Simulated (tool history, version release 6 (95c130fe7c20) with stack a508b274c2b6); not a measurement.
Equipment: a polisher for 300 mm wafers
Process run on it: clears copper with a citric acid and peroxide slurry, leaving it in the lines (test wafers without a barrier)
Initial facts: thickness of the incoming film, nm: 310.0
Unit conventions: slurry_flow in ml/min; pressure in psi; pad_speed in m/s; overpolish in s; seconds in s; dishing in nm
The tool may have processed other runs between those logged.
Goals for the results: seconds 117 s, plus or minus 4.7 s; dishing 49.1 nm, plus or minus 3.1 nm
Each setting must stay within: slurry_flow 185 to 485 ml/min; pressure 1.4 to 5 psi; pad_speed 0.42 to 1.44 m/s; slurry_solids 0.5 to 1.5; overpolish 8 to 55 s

| run | hour | slurry_flow | pressure | pad_speed | slurry_solids | overpolish | seconds | dishing |
|---|---|---|---|---|---|---|---|---|
| 1 | 0 | 310 | 3.2 | 0.92 | 1 | 28 | 150.97 | 42.248 |
| 2 | 6.7 | 310 | 3.2 | 0.92 | 1.1 | 28 | 151.05 | 41.43 |
| 3 | 12.1 | 265 | 3.2 | 0.92 | 1.1 | 28 | 148.19 | 41.637 |
| 4 | 18.3 | 265 | 3.3 | 0.92 | 1.1 | 28 | 145.27 | 43.133 |
| 5 | 23.1 | 265 | 3.4 | 0.92 | 1.1 | 28 | 142.62 | 43.771 |
| 6 | 31.8 | 265 | 3.5 | 0.92 | 1.1 | 28 | 134.32 | 45.095 |
| 7 | 40.4 | 265 | 3.6 | 0.92 | 1.1 | 28 | 132.68 | 45.707 |
| 8 | 45.9 | 265 | 3.7 | 0.92 | 1.1 | 28 | 130.09 | 46.404 |
| 9 | 49.5 | 265 | 3.8 | 0.92 | 1.1 | 28 | 128.74 | 49.133 |
| 10 | 57.6 | 265 | 3.8 | 0.92 | 1.1 | 28 | 127.32 | 47.9 |
| 11 | 63.6 | 265 | 3.9 | 0.92 | 1.1 | 28 | 124.68 | 49.221 |

Which single option among these 4 for the next run brings every result within its allowed miss of target? Just one does.
| A | 69.6 | 305 | 4.2 | 0.82 | 1.1 | 28 | ? | ? |
| B | 69.6 | 270 | 3.8 | 0.92 | 1.05 | 31 | ? | ? |
| C | 69.6 | 240 | 3.2 | 1.04 | 1 | 30 | ? | ? |
| D | 69.6 | 310 | 4.1 | 0.94 | 1.05 | 26 | ? | ? |

| move | seconds | dishing |
|---|---|---|
| A | 126.95 | 48.359 |
| B | 127.72 | 51.775 |
| C | 136.9 | 47.113 |
| D | 114.97 | 49.239 |
A: misses by more than the last run did
B: misses by more than the last run did
C: misses by more than the last run did
D: all results land within tolerance of their targets
The move that meets every target is D.
